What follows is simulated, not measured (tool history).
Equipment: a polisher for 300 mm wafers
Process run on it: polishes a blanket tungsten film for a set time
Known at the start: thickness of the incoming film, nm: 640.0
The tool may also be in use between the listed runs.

run	hour	flow of slurry (ml/min)	pressure of the wafer on the pad (kPa)	speed of the pad under the wafer (cm/s)	abrasive content of the slurry	polishing time (s)	film removed (angstrom)
1	0	250	27.6	120	1	23	1251.1
2	8.5	300	27.6	120	1	23	1281.9
3	16.3	300	21.4	120	1	23	1076.2
4	23.4	275	21.4	120	1	23	1084.7
5	30.4	275	21.4	96	1	23	876.48
6	36.7	240	21.4	96	1	23	885.31

Estimate the outcome of run 7 from the log above:
7	37.3	240	22.8	96	1	23	?

{"run 7": {"film removed (angstrom)": 909.26}}
